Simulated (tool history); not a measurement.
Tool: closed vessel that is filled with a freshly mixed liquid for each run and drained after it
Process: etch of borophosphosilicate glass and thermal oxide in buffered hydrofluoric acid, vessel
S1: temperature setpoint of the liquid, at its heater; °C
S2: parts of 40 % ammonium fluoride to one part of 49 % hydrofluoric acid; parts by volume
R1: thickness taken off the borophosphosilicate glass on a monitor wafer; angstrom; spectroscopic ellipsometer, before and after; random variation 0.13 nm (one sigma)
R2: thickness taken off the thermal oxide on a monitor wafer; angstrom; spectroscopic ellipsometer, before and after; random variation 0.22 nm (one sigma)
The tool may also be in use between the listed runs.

Run 1, hour 0: S1 21 °C, S2 11 parts by volume, time in the liquid (s) 60. Result: R1 634.88 angstrom, R2 506.17 angstrom.
Run 2, hour 7: S1 21 °C, S2 10 parts by volume, time in the liquid (s) 60. Result: R1 694.3 angstrom, R2 553.03 angstrom.
Run 3, hour 11.4: S1 21 °C, S2 10 parts by volume, time in the liquid (s) 75. Result: R1 872.61 angstrom, R2 686.79 angstrom.
Run 4, hour 19.3: S1 21 °C, S2 12.5 parts by volume, time in the liquid (s) 75. Result: R1 700.48 angstrom, R2 555.12 angstrom.
Run 5, hour 25.7: S1 21 °C, S2 10 parts by volume, time in the liquid (s) 75. Result: R1 877.89 angstrom, R2 685.42 angstrom.
Run 6, hour 30.9: S1 20.5 °C, S2 11 parts by volume, time in the liquid (s) 75. Result: R1 778.73 angstrom, R2 609.52 angstrom.
Run 7, hour 35.5: S1 20 °C, S2 12 parts by volume, time in the liquid (s) 75. Result: R1 694.68 angstrom, R2 538.71 angstrom.
Run 8, hour 38.4: S1 19.5 °C, S2 13 parts by volume, time in the liquid (s) 75. Result: R1 622.54 angstrom, R2 489.28 angstrom.
Run 9, hour 41.3: S1 19 °C, S2 13.5 parts by volume, time in the liquid (s) 75. Result: R1 588.93 angstrom, R2 460.43 angstrom.
Run 10, hour 46.9: S1 19 °C, S2 13.5 parts by volume, time in the liquid (s) 75. Result: R1 586.76 angstrom, R2 455.34 angstrom.
Run 11, hour 54.7: S1 18.5 °C, S2 14 parts by volume, time in the liquid (s) 75. Result: R1 551.05 angstrom, R2 422.17 angstrom.
Run 12, hour 64: S1 18.5 °C, S2 14.5 parts by volume, time in the liquid (s) 70. Result: R1 494.23 angstrom, R2 380.51 angstrom.
Run 13, hour 68.6: S1 18.5 °C, S2 15 parts by volume, time in the liquid (s) 70. Result: R1 477.33 angstrom, R2 375.76 angstrom.
Run 14, hour 73.5: S1 18.5 °C, S2 15.5 parts by volume, time in the liquid (s) 70. Result: R1 458.43 angstrom, R2 360.68 angstrom.

The next listed run, before its measurement:
Run 15, hour 75.8: S1 18.5 °C, S2 16 parts by volume, time in the liquid (s) 70. Result: R1 ?, R2 ?.

Run 15 gave R1 447.29 angstrom, R2 350.69 angstrom.

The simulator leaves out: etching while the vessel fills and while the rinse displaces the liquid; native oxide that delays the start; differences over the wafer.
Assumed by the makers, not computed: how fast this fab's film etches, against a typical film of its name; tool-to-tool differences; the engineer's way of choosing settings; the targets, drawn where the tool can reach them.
